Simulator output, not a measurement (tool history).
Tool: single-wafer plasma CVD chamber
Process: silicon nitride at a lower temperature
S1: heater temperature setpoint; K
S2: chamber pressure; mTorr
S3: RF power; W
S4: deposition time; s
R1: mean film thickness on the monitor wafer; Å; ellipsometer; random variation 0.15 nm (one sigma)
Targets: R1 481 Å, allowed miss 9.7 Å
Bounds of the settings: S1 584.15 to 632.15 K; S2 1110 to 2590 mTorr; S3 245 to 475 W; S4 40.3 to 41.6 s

run	hour	S1	S2	S3	S4	R1
1	0	608.15	1850	360	40.3	527
2	1.6	608.15	1710	355	40.3	507.98
3	5.6	608.15	1710	400	40.3	551.75
4	7.6	608.15	1710	435	40.3	575.5
5	10.2	601.15	1710	435	40.3	576.84
6	11.8	601.15	1710	470	40.3	606.19
7	13.8	601.15	1530	435	40.3	558.12
8	15.5	601.15	1400	415	40.3	528.46
9	20.3	601.15	1310	405	40.3	509.82
10	28.4	601.15	1110	385	40.3	465.22

Which of these 5 next moves meets every target?
A	36.5	605.15	1110	365	40.3	?
B	36.5	600.15	1150	375	40.3	?
C	36.5	594.15	1130	355	40.9	?
D	36.5	601.15	1160	340	40.3	?
E	36.5	606.15	1260	370	40.9	?

move	R1
A	449.67
B	464.28
C	453.35
D	437.67
E	481.38
A: further off than the last run
B: further off than the last run
C: further off than the last run
D: further off than the last run
E: meets every target
Answer: E
